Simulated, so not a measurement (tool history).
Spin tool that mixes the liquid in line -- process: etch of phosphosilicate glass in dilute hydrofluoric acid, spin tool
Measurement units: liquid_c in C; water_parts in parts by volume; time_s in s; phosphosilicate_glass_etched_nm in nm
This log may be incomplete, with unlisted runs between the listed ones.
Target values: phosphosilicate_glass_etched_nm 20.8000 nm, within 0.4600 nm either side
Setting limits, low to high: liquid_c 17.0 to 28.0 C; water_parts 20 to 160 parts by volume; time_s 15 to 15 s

run	hour	liquid_c	water_parts	time_s	phosphosilicate_glass_etched_nm
1	0.0	20.0	90	15	7.9705
2	1.4	20.0	70	15	10.5000
3	4.0	20.0	70	15	10.5140
4	4.7	21.0	65	15	11.7810
5	13.1	23.5	65	15	13.3390
# hour 19.7: hydrofluoric acid flow meter replaced
6	19.7	23.5	55	15	16.9170
7	21.2	24.0	55	15	17.1780
8	23.2	24.5	55	15	17.6670
9	31.0	25.0	55	15	18.0100
10	33.2	28.0	50	15	22.5870
11	36.4	27.0	50	15	21.5860

Which single option among these 4 for the next run brings every result within its allowed miss of target? Just one does.
A	39.6	25.5	45	15	?
B	39.6	28.0	50	15	?
C	39.6	26.0	50	15	?
D	39.6	27.5	50	15	?

move	phosphosilicate_glass_etched_nm
A	22.7280
B	22.4660
C	20.7310
D	22.0220
A: misses by more than the last run did
B: misses by more than the last run did
C: each result inside its tolerance
D: misses by more than the last run did
Move C is the one to make.
